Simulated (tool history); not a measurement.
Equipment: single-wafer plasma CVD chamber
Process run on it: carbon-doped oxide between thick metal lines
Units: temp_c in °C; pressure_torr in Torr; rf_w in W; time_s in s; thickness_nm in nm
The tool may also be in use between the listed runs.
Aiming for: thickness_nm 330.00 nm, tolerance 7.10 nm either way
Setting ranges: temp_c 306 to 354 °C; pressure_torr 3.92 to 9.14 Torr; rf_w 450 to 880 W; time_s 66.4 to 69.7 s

{"run": 1, "hour": 0.0, "temp_c": 330, "pressure_torr": 6.53, "rf_w": 665, "time_s": 69.7, "thickness_nm": 461.22}
{"run": 2, "hour": 8.5, "temp_c": 335, "pressure_torr": 6.1, "rf_w": 615, "time_s": 69.0, "thickness_nm": 415.53}
{"run": 3, "hour": 16.3, "temp_c": 335, "pressure_torr": 6.59, "rf_w": 615, "time_s": 69.0, "thickness_nm": 419.33}
{"run": 4, "hour": 23.8, "temp_c": 338, "pressure_torr": 6.44, "rf_w": 585, "time_s": 68.8, "thickness_nm": 396.95}
{"run": 5, "hour": 25.5, "temp_c": 345, "pressure_torr": 6.44, "rf_w": 585, "time_s": 68.8, "thickness_nm": 386.69}
{"run": 6, "hour": 28.6, "temp_c": 346, "pressure_torr": 6.32, "rf_w": 560, "time_s": 68.6, "thickness_nm": 368.65}
{"run": 7, "hour": 37.4, "temp_c": 347, "pressure_torr": 6.16, "rf_w": 550, "time_s": 68.5, "thickness_nm": 359.44}
{"run": 8, "hour": 46.4, "temp_c": 348, "pressure_torr": 5.95, "rf_w": 545, "time_s": 68.5, "thickness_nm": 355.11}
{"run": 9, "hour": 50.7, "temp_c": 349, "pressure_torr": 5.79, "rf_w": 540, "time_s": 68.5, "thickness_nm": 348.06}
{"run": 10, "hour": 54.0, "temp_c": 350, "pressure_torr": 5.66, "rf_w": 535, "time_s": 68.5, "thickness_nm": 344.68}

Below are 5 possible settings for the next run. Only one of them brings all results inside the allowed miss of their targets. Which is it?
{"run": "A", "hour": 57.3, "temp_c": 353, "pressure_torr": 6.12, "rf_w": 525, "time_s": 66.4, "thickness_nm": "?"}
{"run": "B", "hour": 57.3, "temp_c": 350, "pressure_torr": 5.88, "rf_w": 500, "time_s": 66.9, "thickness_nm": "?"}
{"run": "C", "hour": 57.3, "temp_c": 354, "pressure_torr": 5.84, "rf_w": 560, "time_s": 67.1, "thickness_nm": "?"}
{"run": "D", "hour": 57.3, "temp_c": 354, "pressure_torr": 4.65, "rf_w": 580, "time_s": 66.4, "thickness_nm": "?"}
{"run": "E", "hour": 57.3, "temp_c": 346, "pressure_torr": 5.62, "rf_w": 535, "time_s": 69.1, "thickness_nm": "?"}

move=A thickness_nm=326.74
move=B thickness_nm=312.95
move=C thickness_nm=348.94
move=D thickness_nm=346.98
move=E thickness_nm=350.22
A: all results in spec
B: the result that was furthest off in the last run now lies on the other side of its target
C: misses by more than the last run did
D: misses by more than the last run did
E: misses by more than the last run did
A is the move that brings every result within its allowed miss.
